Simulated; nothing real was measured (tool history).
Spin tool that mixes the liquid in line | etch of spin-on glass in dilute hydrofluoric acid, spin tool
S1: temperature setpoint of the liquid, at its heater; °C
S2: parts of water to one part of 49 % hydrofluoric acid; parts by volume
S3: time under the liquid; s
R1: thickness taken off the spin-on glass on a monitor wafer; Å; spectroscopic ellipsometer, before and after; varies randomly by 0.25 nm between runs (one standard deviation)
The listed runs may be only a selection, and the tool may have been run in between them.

run  hour    S1   S2  S3      R1
  1   0.0  24.0  190  95  209.86
  2   6.0  25.0  190  95  215.19
  3  12.1  25.0  135  95  328.67
  4  15.3  24.0  135  95  320.18
  5  15.9  23.0  135  95  299.02
  6  18.0  22.5  135  95  295.35
  7  19.6  22.0  135  95  291.86
  8  26.3  22.0  135  95  288.02

Run 9 comes next. What will it give?
  9  29.8  21.0  135  95   ?

{"run 9": {"R1": 281.68}}
